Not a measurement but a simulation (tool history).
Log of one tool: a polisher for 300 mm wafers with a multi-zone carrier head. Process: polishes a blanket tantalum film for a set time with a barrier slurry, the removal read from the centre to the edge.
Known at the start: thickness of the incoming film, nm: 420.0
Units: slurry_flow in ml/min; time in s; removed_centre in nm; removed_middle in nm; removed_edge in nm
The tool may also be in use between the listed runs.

| run | hour | slurry_flow | centre_zone | middle_zone | edge_zone | slurry_solids | time | removed_centre | removed_middle | removed_edge |
|---|---|---|---|---|---|---|---|---|---|---|
| 1 | 0 | 250 | 1 | 1 | 1 | 1 | 65 | 127.18 | 134.11 | 131.92 |
| 2 | 5.7 | 250 | 1.04 | 1 | 1 | 1 | 65 | 134.78 | 132.98 | 129.25 |
| 3 | 14.4 | 225 | 1.04 | 1 | 1 | 1 | 65 | 132.04 | 132.48 | 128.59 |
| 4 | 22.8 | 225 | 1.04 | 1 | 1 | 1.2 | 65 | 136.2 | 137.81 | 134.77 |
| 5 | 27 | 225 | 1.04 | 1 | 1 | 1.2 | 57 | 122.08 | 119.9 | 118.42 |
| 6 | 30.3 | 225 | 1.04 | 1 | 0.95 | 1.2 | 57 | 118.94 | 121.58 | 115.54 |

Forecast run 7:
| 7 | 37.9 | 220 | 1.02 | 1 | 0.93 | 1.2 | 57 | ? | ? | ? |

removed_centre: 114.9 nm
removed_middle: 122.3 nm
removed_edge: 115.95 nm

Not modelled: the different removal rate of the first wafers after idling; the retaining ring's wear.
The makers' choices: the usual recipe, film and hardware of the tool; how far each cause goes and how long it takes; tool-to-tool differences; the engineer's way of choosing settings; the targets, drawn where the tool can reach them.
